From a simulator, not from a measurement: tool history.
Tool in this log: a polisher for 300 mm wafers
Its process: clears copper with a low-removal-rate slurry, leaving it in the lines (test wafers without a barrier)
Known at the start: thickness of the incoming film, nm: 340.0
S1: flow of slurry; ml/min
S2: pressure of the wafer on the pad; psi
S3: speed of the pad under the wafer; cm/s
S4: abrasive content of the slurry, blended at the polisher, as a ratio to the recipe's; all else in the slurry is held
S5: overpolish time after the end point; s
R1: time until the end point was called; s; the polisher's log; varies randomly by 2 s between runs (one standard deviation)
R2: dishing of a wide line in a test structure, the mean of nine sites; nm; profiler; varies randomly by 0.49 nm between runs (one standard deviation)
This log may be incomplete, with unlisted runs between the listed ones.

Run 1, hour 0.0: S1 235 ml/min, S2 2.5 psi, S3 128 cm/s, S4 1.0, S5 24 s. Result: R1 106.690 s, R2 42.097 nm.
Run 2, hour 4.0: S1 235 ml/min, S2 2.5 psi, S3 128 cm/s, S4 1.0, S5 15 s. Result: R1 108.040 s, R2 28.068 nm.
Run 3, hour 13.0: S1 235 ml/min, S2 2.5 psi, S3 148 cm/s, S4 1.0, S5 15 s. Result: R1 91.328 s, R2 32.656 nm.
Run 4, hour 21.2: S1 235 ml/min, S2 2.5 psi, S3 148 cm/s, S4 1.0, S5 21 s. Result: R1 94.178 s, R2 40.975 nm.
Run 5, hour 23.7: S1 235 ml/min, S2 2.5 psi, S3 148 cm/s, S4 1.0, S5 28 s. Result: R1 93.163 s, R2 50.535 nm.
Run 6, hour 32.0: S1 280 ml/min, S2 2.5 psi, S3 148 cm/s, S4 1.0, S5 28 s. Result: R1 89.539 s, R2 52.635 nm.
Run 7, hour 36.9: S1 280 ml/min, S2 2.3 psi, S3 148 cm/s, S4 1.0, S5 25 s. Result: R1 99.288 s, R2 43.149 nm.
Run 8, hour 37.9: S1 280 ml/min, S2 2.2 psi, S3 148 cm/s, S4 1.0, S5 23 s. Result: R1 103.240 s, R2 40.784 nm.
Run 9, hour 39.9: S1 280 ml/min, S2 1.8 psi, S3 144 cm/s, S4 1.0, S5 12 s. Result: R1 123.280 s, R2 19.838 nm.

What does the tool deliver on the next run?
Run 10, hour 44.4: S1 280 ml/min, S2 1.9 psi, S3 142 cm/s, S4 1.0, S5 16 s. Result: R1 ?, R2 ?.

R1: 127.430 s
R2: 25.690 nm
